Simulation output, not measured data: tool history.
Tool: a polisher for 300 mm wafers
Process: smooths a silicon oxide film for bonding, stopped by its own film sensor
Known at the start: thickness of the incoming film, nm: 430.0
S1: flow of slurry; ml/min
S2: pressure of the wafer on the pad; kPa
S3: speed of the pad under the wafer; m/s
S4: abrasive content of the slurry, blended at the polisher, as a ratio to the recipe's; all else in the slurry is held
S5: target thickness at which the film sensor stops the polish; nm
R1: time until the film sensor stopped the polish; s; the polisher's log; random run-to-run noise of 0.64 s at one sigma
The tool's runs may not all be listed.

run	day	S1	S2	S3	S4	S5	R1
1	0.000	310	15.2	0.86	1.0	374	102.100
2	0.321	310	15.2	0.86	1.0	374	102.590
3	0.383	310	15.9	0.86	1.0	374	97.619
4	0.625	310	16.5	0.86	1.0	374	93.218
5	0.729	310	16.5	0.86	1.0	374	94.584
6	0.892	310	16.5	0.86	1.0	379	86.021

Forecast run 7:
7	0.988	310	20.7	0.88	1.0	379	?

Logged for run 7: R1 68.800 s.

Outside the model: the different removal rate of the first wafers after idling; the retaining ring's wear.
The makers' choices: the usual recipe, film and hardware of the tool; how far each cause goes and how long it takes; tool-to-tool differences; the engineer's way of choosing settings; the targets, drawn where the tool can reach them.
